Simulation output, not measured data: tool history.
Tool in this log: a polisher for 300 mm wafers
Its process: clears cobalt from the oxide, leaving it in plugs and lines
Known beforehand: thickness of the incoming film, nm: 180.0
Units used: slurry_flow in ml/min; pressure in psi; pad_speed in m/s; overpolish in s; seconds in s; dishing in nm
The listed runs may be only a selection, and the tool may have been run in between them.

{"run": 1, "hour": 0.0, "slurry_flow": 305, "pressure": 1.4, "pad_speed": 0.78, "overpolish": 26, "seconds": 65.747, "dishing": 47.175}
{"run": 2, "hour": 0.6, "slurry_flow": 305, "pressure": 1.4, "pad_speed": 0.7, "overpolish": 26, "seconds": 74.53, "dishing": 45.134}
{"run": 3, "hour": 1.3, "slurry_flow": 305, "pressure": 1.5, "pad_speed": 0.7, "overpolish": 27, "seconds": 69.312, "dishing": 48.479}
{"run": 4, "hour": 5.1, "slurry_flow": 305, "pressure": 1.5, "pad_speed": 0.56, "overpolish": 27, "seconds": 87.87, "dishing": 39.663}
{"run": 5, "hour": 12.2, "slurry_flow": 305, "pressure": 1.5, "pad_speed": 0.56, "overpolish": 36, "seconds": 85.752, "dishing": 49.944}
{"run": 6, "hour": 19.8, "slurry_flow": 305, "pressure": 1.6, "pad_speed": 0.56, "overpolish": 36, "seconds": 81.065, "dishing": 53.309}
{"run": 7, "hour": 24.3, "slurry_flow": 305, "pressure": 1.7, "pad_speed": 0.56, "overpolish": 36, "seconds": 77.345, "dishing": 57.054}
{"run": 8, "hour": 31.5, "slurry_flow": 305, "pressure": 1.8, "pad_speed": 0.56, "overpolish": 35, "seconds": 72.063, "dishing": 55.565}
{"hour": 37.0, "done": "head pressure recalibrated"}
{"run": 9, "hour": 37.0, "slurry_flow": 305, "pressure": 1.9, "pad_speed": 0.56, "overpolish": 35, "seconds": 72.431, "dishing": 55.104}

Run 10, settings as shown, results not yet in. Your forecast:
{"run": 10, "hour": 42.2, "slurry_flow": 305, "pressure": 2.0, "pad_speed": 0.58, "overpolish": 35, "seconds": "?", "dishing": "?"}

seconds: 67.123 s
dishing: 59.957 nm
